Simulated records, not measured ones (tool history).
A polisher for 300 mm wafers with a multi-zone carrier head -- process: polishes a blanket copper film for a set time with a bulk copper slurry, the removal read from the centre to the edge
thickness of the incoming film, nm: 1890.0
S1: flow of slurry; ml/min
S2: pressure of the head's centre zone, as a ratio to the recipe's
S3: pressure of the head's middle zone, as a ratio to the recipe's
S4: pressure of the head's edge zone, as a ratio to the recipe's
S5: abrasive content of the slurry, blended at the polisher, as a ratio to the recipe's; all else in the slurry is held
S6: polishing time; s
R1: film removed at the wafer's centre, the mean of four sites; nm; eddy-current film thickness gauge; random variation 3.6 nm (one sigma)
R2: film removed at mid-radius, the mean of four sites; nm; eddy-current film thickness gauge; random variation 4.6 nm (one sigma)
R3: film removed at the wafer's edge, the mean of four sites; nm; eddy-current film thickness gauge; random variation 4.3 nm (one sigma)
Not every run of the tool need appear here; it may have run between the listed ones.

| run | hour | S1 | S2 | S3 | S4 | S5 | S6 | R1 | R2 | R3 |
|---|---|---|---|---|---|---|---|---|---|---|
| 1 | 0.0 | 225 | 1.00 | 1.00 | 1.00 | 1.00 | 64 | 540.78 | 544.92 | 539.86 |
| 2 | 0.9 | 225 | 1.03 | 1.00 | 1.00 | 1.00 | 64 | 556.16 | 547.09 | 543.99 |
| 3 | 2.9 | 250 | 1.03 | 1.00 | 1.00 | 1.00 | 64 | 576.48 | 556.45 | 537.15 |
| 4 | 7.9 | 255 | 1.02 | 0.99 | 0.98 | 0.90 | 64 | 553.27 | 536.86 | 531.76 |
| 5 | 11.3 | 255 | 0.94 | 0.99 | 0.98 | 0.90 | 64 | 501.58 | 545.27 | 534.52 |
| 6 | 17.2 | 255 | 0.96 | 0.99 | 0.96 | 0.85 | 63 | 508.27 | 518.72 | 511.77 |
| 7 | 23.6 | 190 | 0.95 | 0.97 | 0.86 | 0.65 | 62 | 425.74 | 443.88 | 424.98 |
| 8 | 29.0 | 200 | 0.96 | 0.97 | 0.86 | 0.65 | 62 | 436.97 | 454.32 | 423.42 |
| 9 | 34.2 | 205 | 0.97 | 0.96 | 0.86 | 0.65 | 62 | 442.14 | 443.11 | 427.18 |

Run 10 is up next; what results do you expect?
| 10 | 38.2 | 215 | 0.98 | 0.96 | 0.86 | 0.65 | 62 | ? | ? | ? |

{"run 10": {"R1": 451.51, "R2": 451.04, "R3": 434.35}}
